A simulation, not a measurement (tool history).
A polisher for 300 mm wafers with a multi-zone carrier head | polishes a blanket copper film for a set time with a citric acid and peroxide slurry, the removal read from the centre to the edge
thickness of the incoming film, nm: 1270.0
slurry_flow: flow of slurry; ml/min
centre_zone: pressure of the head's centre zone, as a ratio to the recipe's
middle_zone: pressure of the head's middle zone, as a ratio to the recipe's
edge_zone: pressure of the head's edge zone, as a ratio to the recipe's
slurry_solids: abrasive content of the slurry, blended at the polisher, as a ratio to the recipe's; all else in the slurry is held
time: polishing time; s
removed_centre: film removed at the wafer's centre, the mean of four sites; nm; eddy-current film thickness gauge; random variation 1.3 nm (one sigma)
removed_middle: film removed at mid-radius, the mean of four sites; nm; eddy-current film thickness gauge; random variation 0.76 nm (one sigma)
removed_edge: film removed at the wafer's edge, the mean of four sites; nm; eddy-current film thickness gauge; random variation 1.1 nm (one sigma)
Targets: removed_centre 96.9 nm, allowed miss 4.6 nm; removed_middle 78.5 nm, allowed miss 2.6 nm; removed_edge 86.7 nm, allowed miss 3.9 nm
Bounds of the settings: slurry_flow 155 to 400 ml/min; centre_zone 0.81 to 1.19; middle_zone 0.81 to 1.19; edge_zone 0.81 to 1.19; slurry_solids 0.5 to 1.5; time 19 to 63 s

{"run": 1, "hour": 0.0, "slurry_flow": 255, "centre_zone": 1, "middle_zone": 1, "edge_zone": 1, "slurry_solids": 1, "time": 41, "removed_centre": 62.403, "removed_middle": 62.563, "removed_edge": 60.979}
{"run": 2, "hour": 5.8, "slurry_flow": 255, "centre_zone": 0.94, "middle_zone": 1, "edge_zone": 1, "slurry_solids": 1, "time": 41, "removed_centre": 57.484, "removed_middle": 62.504, "removed_edge": 61.34}
{"run": 3, "hour": 13.3, "slurry_flow": 255, "centre_zone": 0.97, "middle_zone": 0.99, "edge_zone": 1.02, "slurry_solids": 1.1, "time": 42, "removed_centre": 65.056, "removed_middle": 65.46, "removed_edge": 65.932}
{"run": 4, "hour": 20.1, "slurry_flow": 255, "centre_zone": 0.97, "middle_zone": 0.99, "edge_zone": 1.11, "slurry_solids": 1.1, "time": 42, "removed_centre": 62.08, "removed_middle": 65.072, "removed_edge": 67.783}
{"run": 5, "hour": 24.9, "slurry_flow": 255, "centre_zone": 0.97, "middle_zone": 0.99, "edge_zone": 1.11, "slurry_solids": 0.9, "time": 42, "removed_centre": 59.42, "removed_middle": 62.513, "removed_edge": 64.344}
{"run": 6, "hour": 29.8, "slurry_flow": 255, "centre_zone": 0.97, "middle_zone": 0.99, "edge_zone": 1.15, "slurry_solids": 0.9, "time": 42, "removed_centre": 61.416, "removed_middle": 62.368, "removed_edge": 67.727}
{"run": 7, "hour": 34.6, "slurry_flow": 260, "centre_zone": 1, "middle_zone": 0.99, "edge_zone": 1.16, "slurry_solids": 1, "time": 43, "removed_centre": 66.255, "removed_middle": 64.178, "removed_edge": 70.312}
{"run": 8, "hour": 40.1, "slurry_flow": 265, "centre_zone": 1.02, "middle_zone": 1, "edge_zone": 1.16, "slurry_solids": 1.05, "time": 44, "removed_centre": 69.609, "removed_middle": 67.509, "removed_edge": 72.695}
{"run": 9, "hour": 46.5, "slurry_flow": 270, "centre_zone": 1.04, "middle_zone": 1, "edge_zone": 1.16, "slurry_solids": 1.1, "time": 45, "removed_centre": 73.875, "removed_middle": 70.8, "removed_edge": 73.666}
{"run": 10, "hour": 50.5, "slurry_flow": 270, "centre_zone": 1.05, "middle_zone": 0.98, "edge_zone": 1.16, "slurry_solids": 1.15, "time": 46, "removed_centre": 75.888, "removed_middle": 71.294, "removed_edge": 76.183}
{"run": 11, "hour": 56.1, "slurry_flow": 270, "centre_zone": 1.07, "middle_zone": 0.97, "edge_zone": 1.16, "slurry_solids": 1.2, "time": 47, "removed_centre": 79.306, "removed_middle": 74.262, "removed_edge": 78.823}
{"run": 12, "hour": 64.4, "slurry_flow": 275, "centre_zone": 1.09, "middle_zone": 0.96, "edge_zone": 1.17, "slurry_solids": 1.25, "time": 47, "removed_centre": 81.199, "removed_middle": 73.347, "removed_edge": 80.898}
{"run": 13, "hour": 71.2, "slurry_flow": 275, "centre_zone": 1.09, "middle_zone": 0.96, "edge_zone": 1.17, "slurry_solids": 1.25, "time": 47, "removed_centre": 80.92, "removed_middle": 72.924, "removed_edge": 78.784}
{"run": 14, "hour": 72.8, "slurry_flow": 275, "centre_zone": 1.11, "middle_zone": 0.95, "edge_zone": 1.17, "slurry_solids": 1.3, "time": 48, "removed_centre": 86.609, "removed_middle": 75.112, "removed_edge": 84.882}
{"run": 15, "hour": 78.1, "slurry_flow": 275, "centre_zone": 1.12, "middle_zone": 0.95, "edge_zone": 1.17, "slurry_solids": 1.3, "time": 48, "removed_centre": 85.871, "removed_middle": 74.221, "removed_edge": 81.615}
{"run": 16, "hour": 86.8, "slurry_flow": 280, "centre_zone": 1.13, "middle_zone": 0.95, "edge_zone": 1.17, "slurry_solids": 1.35, "time": 48, "removed_centre": 88.74, "removed_middle": 76.459, "removed_edge": 82.719}
{"run": 17, "hour": 90.7, "slurry_flow": 280, "centre_zone": 1.14, "middle_zone": 0.95, "edge_zone": 1.17, "slurry_solids": 1.35, "time": 48, "removed_centre": 89.32, "removed_middle": 76.456, "removed_edge": 83.896}

Which of these 5 next moves meets every target?
{"run": "A", "hour": 94.6, "slurry_flow": 275, "centre_zone": 1.01, "middle_zone": 0.87, "edge_zone": 1.14, "slurry_solids": 1.4, "time": 51, "removed_centre": "?", "removed_middle": "?", "removed_edge": "?"}
{"run": "B", "hour": 94.6, "slurry_flow": 330, "centre_zone": 1.14, "middle_zone": 0.95, "edge_zone": 1.04, "slurry_solids": 1.35, "time": 48, "removed_centre": "?", "removed_middle": "?", "removed_edge": "?"}
{"run": "C", "hour": 94.6, "slurry_flow": 185, "centre_zone": 1.09, "middle_zone": 0.93, "edge_zone": 1.19, "slurry_solids": 1.35, "time": 53, "removed_centre": "?", "removed_middle": "?", "removed_edge": "?"}
{"run": "D", "hour": 94.6, "slurry_flow": 290, "centre_zone": 1.16, "middle_zone": 0.93, "edge_zone": 1.11, "slurry_solids": 1.25, "time": 51, "removed_centre": "?", "removed_middle": "?", "removed_edge": "?"}
{"run": "E", "hour": 94.6, "slurry_flow": 265, "centre_zone": 1.02, "middle_zone": 1, "edge_zone": 1.18, "slurry_solids": 1.4, "time": 48, "removed_centre": "?", "removed_middle": "?", "removed_edge": "?"}

move=A removed_centre=84.757 removed_middle=76.182 removed_edge=88.652
move=B removed_centre=91.331 removed_middle=77.945 removed_edge=80.1
move=C removed_centre=88.43 removed_middle=78.227 removed_edge=89.35
move=D removed_centre=95.672 removed_middle=78.915 removed_edge=85.587
move=E removed_centre=80.251 removed_middle=80.178 removed_edge=84.513
A: further off than the last run
B: as far off as the last run
C: further off than the last run
D: meets every target
E: further off than the last run
The right move is D.
